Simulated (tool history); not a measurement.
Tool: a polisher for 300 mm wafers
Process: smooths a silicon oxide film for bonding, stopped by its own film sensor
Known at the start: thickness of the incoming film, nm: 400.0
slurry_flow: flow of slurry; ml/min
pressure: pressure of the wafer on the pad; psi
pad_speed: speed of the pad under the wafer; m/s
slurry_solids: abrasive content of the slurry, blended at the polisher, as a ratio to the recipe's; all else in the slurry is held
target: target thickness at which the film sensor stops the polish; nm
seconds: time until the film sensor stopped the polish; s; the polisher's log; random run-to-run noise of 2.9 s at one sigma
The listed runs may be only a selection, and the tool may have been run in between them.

{"run": 1, "hour": 0.0, "slurry_flow": 245, "pressure": 2.7, "pad_speed": 0.7, "slurry_solids": 1, "target": 321, "seconds": 101.45}
{"run": 2, "hour": 3.5, "slurry_flow": 245, "pressure": 2.7, "pad_speed": 0.7, "slurry_solids": 1.2, "target": 321, "seconds": 93.756}
{"run": 3, "hour": 5.5, "slurry_flow": 245, "pressure": 3.3, "pad_speed": 0.7, "slurry_solids": 1.2, "target": 321, "seconds": 77.878}
{"run": 4, "hour": 7.2, "slurry_flow": 245, "pressure": 2.8, "pad_speed": 0.7, "slurry_solids": 1.2, "target": 321, "seconds": 91.429}
{"run": 5, "hour": 8.0, "slurry_flow": 245, "pressure": 2.4, "pad_speed": 0.66, "slurry_solids": 1.2, "target": 321, "seconds": 109.66}
{"run": 6, "hour": 12.7, "slurry_flow": 245, "pressure": 2.4, "pad_speed": 0.78, "slurry_solids": 1.2, "target": 321, "seconds": 95.272}
{"run": 7, "hour": 17.4, "slurry_flow": 245, "pressure": 2.1, "pad_speed": 0.74, "slurry_solids": 1.2, "target": 321, "seconds": 112.75}

Predict the results of run 8:
{"run": 8, "hour": 26.3, "slurry_flow": 245, "pressure": 1.9, "pad_speed": 0.72, "slurry_solids": 1.2, "target": 321, "seconds": "?"}

seconds: 127.28 s

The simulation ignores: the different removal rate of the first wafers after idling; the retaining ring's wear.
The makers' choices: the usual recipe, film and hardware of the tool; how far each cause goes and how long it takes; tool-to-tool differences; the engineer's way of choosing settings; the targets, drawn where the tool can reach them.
